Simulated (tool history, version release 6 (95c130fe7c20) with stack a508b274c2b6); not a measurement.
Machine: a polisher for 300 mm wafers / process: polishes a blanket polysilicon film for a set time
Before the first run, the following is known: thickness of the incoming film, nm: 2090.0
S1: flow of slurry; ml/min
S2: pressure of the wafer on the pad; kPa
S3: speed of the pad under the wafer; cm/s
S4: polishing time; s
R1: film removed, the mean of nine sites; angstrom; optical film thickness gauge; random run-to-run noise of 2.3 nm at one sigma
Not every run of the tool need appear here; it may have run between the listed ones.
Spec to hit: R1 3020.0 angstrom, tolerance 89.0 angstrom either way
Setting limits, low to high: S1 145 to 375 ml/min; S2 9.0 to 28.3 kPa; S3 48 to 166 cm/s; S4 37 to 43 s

run 1 hour=0.0 | S1=240 S2=18.6 S3=106 S4=43 | R1=3284.5
run 2 hour=7.8 | S1=180 S2=18.6 S3=106 S4=43 | R1=3153.1
run 3 hour=10.8 | S1=180 S2=18.6 S3=122 S4=43 | R1=3549.9
run 4 hour=12.0 | S1=180 S2=17.9 S3=122 S4=43 | R1=3393.8
run 5 hour=14.4 | S1=175 S2=17.9 S3=122 S4=43 | R1=3349.7
run 6 hour=16.7 | S1=175 S2=17.9 S3=122 S4=43 | R1=3401.4
run 7 hour=20.8 | S1=170 S2=16.5 S3=122 S4=43 | R1=3137.9
run 8 hour=22.6 | S1=165 S2=16.5 S3=122 S4=43 | R1=3104.6
-- hour=29.1 head pressure recalibrated
run 9 hour=29.1 | S1=160 S2=16.5 S3=122 S4=43 | R1=3276.2
run 10 hour=36.4 | S1=160 S2=15.9 S3=122 S4=43 | R1=3165.2

Which one of the following 4 next-run settings gets every result inside its allowed miss? There is exactly one.
run A hour=43.7 | S1=160 S2=20.0 S3=100 S4=41 | R1=?
run B hour=43.7 | S1=155 S2=17.2 S3=130 S4=42 | R1=?
run C hour=43.7 | S1=155 S2=17.9 S3=120 S4=41 | R1=?
run D hour=43.7 | S1=145 S2=15.9 S3=138 S4=38 | R1=?

move=A R1=3175.8
move=B R1=3484.1
move=C R1=3302.3
move=D R1=3037.7
A: its largest miss is bigger than the last run's
B: its largest miss is bigger than the last run's
C: its largest miss is bigger than the last run's
D: in spec on every target
The move that meets every target is D.

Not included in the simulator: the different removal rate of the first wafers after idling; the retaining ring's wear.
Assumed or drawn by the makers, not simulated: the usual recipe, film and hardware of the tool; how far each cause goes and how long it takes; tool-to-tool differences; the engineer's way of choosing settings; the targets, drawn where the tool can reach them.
